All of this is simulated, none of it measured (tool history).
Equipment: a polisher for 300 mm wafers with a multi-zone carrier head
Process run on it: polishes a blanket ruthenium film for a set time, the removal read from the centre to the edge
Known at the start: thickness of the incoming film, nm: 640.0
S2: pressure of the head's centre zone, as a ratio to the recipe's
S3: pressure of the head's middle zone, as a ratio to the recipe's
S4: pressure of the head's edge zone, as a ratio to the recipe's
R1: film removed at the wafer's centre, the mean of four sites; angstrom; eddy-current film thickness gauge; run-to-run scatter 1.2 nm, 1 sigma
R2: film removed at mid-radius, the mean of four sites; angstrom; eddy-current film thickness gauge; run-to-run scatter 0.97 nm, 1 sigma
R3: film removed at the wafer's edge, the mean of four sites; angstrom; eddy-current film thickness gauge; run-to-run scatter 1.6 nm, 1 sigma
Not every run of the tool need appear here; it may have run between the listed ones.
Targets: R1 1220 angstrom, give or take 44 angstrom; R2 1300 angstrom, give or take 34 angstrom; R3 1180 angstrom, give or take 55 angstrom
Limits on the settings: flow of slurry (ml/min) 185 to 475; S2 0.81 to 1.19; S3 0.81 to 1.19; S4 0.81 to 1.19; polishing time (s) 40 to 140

Run 1, hour 0: flow of slurry (ml/min) 305, S2 1, S3 1, S4 1, polishing time (s) 90. Result: R1 953.3 angstrom, R2 960.85 angstrom, R3 920.62 angstrom.
Run 2, hour 8.8: flow of slurry (ml/min) 310, S2 1.02, S3 1.04, S4 1.04, polishing time (s) 94. Result: R1 1025.5 angstrom, R2 1026.4 angstrom, R3 981.14 angstrom.
Run 3, hour 11.8: flow of slurry (ml/min) 315, S2 1.02, S3 1.08, S4 1.06, polishing time (s) 98. Result: R1 1037.8 angstrom, R2 1115.4 angstrom, R3 1015.9 angstrom.
Run 4, hour 19.6: flow of slurry (ml/min) 320, S2 1.04, S3 1.09, S4 1.08, polishing time (s) 101. Result: R1 1104.6 angstrom, R2 1168.3 angstrom, R3 1071.3 angstrom.
Run 5, hour 24.4: flow of slurry (ml/min) 330, S2 1.05, S3 1.11, S4 1.1, polishing time (s) 102. Result: R1 1107.9 angstrom, R2 1197.3 angstrom, R3 1078 angstrom.
Run 6, hour 29: flow of slurry (ml/min) 330, S2 1.06, S3 1.11, S4 1.11, polishing time (s) 104. Result: R1 1164.1 angstrom, R2 1212.2 angstrom, R3 1130.5 angstrom.
Run 7, hour 30.1: flow of slurry (ml/min) 335, S2 1.07, S3 1.12, S4 1.12, polishing time (s) 105. Result: R1 1174.9 angstrom, R2 1241.3 angstrom, R3 1125.3 angstrom.
Run 8, hour 35.5: flow of slurry (ml/min) 335, S2 1.07, S3 1.12, S4 1.13, polishing time (s) 106. Result: R1 1192 angstrom, R2 1248.7 angstrom, R3 1143 angstrom.

Which one of the following 4 next-run settings gets every result inside its allowed miss? There is exactly one.
Run A, hour 40.9: flow of slurry (ml/min) 270, S2 1.07, S3 1.13, S4 1.1, polishing time (s) 113. Result: R1 ?, R2 ?, R3 ?.
Run B, hour 40.9: flow of slurry (ml/min) 325, S2 0.97, S3 1.02, S4 1.17, polishing time (s) 110. Result: R1 ?, R2 ?, R3 ?.
Run C, hour 40.9: flow of slurry (ml/min) 370, S2 1.03, S3 1.04, S4 1.1, polishing time (s) 108. Result: R1 ?, R2 ?, R3 ?.
Run D, hour 40.9: flow of slurry (ml/min) 320, S2 1.03, S3 1.01, S4 1.19, polishing time (s) 115. Result: R1 ?, R2 ?, R3 ?.

move      R1      R2      R3
   A  1245.9  1311.4  1190.4
   B  1146.5  1194.7  1216.4
   C  1195.9  1206.2  1167.2
   D  1254.7  1236.5  1281.7
A: meets every target
B: the biggest miss grows against the last run
C: the biggest miss grows against the last run
D: the biggest miss grows against the last run
So the answer is move A, the one that meets all the targets.

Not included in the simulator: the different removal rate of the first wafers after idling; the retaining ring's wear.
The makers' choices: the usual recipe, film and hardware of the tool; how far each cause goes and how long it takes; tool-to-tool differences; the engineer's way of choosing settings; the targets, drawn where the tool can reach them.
